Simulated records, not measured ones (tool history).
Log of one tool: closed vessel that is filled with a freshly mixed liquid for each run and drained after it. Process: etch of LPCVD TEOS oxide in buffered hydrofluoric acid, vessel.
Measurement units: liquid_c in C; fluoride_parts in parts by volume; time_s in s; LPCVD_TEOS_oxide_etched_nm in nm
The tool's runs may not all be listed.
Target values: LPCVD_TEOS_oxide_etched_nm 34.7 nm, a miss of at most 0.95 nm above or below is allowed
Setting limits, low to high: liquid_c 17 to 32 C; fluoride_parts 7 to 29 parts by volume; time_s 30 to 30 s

Run 1, hour 0: liquid_c 24 C, fluoride_parts 18 parts by volume, time_s 30 s. Result: LPCVD_TEOS_oxide_etched_nm 61.614 nm.
Run 2, hour 7.2: liquid_c 21.5 C, fluoride_parts 18 parts by volume, time_s 30 s. Result: LPCVD_TEOS_oxide_etched_nm 53.346 nm.
Run 3, hour 8.2: liquid_c 20.5 C, fluoride_parts 19 parts by volume, time_s 30 s. Result: LPCVD_TEOS_oxide_etched_nm 47.958 nm.
Run 4, hour 9.1: liquid_c 19.5 C, fluoride_parts 19.5 parts by volume, time_s 30 s. Result: LPCVD_TEOS_oxide_etched_nm 43.966 nm.
Run 5, hour 17.2: liquid_c 19.5 C, fluoride_parts 19.5 parts by volume, time_s 30 s. Result: LPCVD_TEOS_oxide_etched_nm 44.52 nm.
Run 6, hour 23.7: liquid_c 19.5 C, fluoride_parts 19.5 parts by volume, time_s 30 s. Result: LPCVD_TEOS_oxide_etched_nm 44.018 nm.
Run 7, hour 24.9: liquid_c 19 C, fluoride_parts 20 parts by volume, time_s 30 s. Result: LPCVD_TEOS_oxide_etched_nm 42.118 nm.
Run 8, hour 31.1: liquid_c 18.5 C, fluoride_parts 20.5 parts by volume, time_s 30 s. Result: LPCVD_TEOS_oxide_etched_nm 40.641 nm.
Run 9, hour 40: liquid_c 18 C, fluoride_parts 21 parts by volume, time_s 30 s. Result: LPCVD_TEOS_oxide_etched_nm 38.164 nm.

Which one of the following 5 next-run settings gets every result inside its allowed miss? There is exactly one.
Run A, hour 48.9: liquid_c 22 C, fluoride_parts 24 parts by volume, time_s 30 s. Result: LPCVD_TEOS_oxide_etched_nm ?.
Run B, hour 48.9: liquid_c 17.5 C, fluoride_parts 23 parts by volume, time_s 30 s. Result: LPCVD_TEOS_oxide_etched_nm ?.
Run C, hour 48.9: liquid_c 18 C, fluoride_parts 19.5 parts by volume, time_s 30 s. Result: LPCVD_TEOS_oxide_etched_nm ?.
Run D, hour 48.9: liquid_c 18 C, fluoride_parts 17.5 parts by volume, time_s 30 s. Result: LPCVD_TEOS_oxide_etched_nm ?.
Run E, hour 48.9: liquid_c 17 C, fluoride_parts 20.5 parts by volume, time_s 30 s. Result: LPCVD_TEOS_oxide_etched_nm ?.

move  LPCVD_TEOS_oxide_etched_nm
   A                      44.007
   B                      35.173
   C                       40.87
   D                      45.483
   E                      37.011
A: further off than the last run
B: hits every target within its allowed miss
C: further off than the last run
D: further off than the last run
E: nearer the targets than the last run, but a result is still out of spec
So the answer is move B, the one that meets all the targets.

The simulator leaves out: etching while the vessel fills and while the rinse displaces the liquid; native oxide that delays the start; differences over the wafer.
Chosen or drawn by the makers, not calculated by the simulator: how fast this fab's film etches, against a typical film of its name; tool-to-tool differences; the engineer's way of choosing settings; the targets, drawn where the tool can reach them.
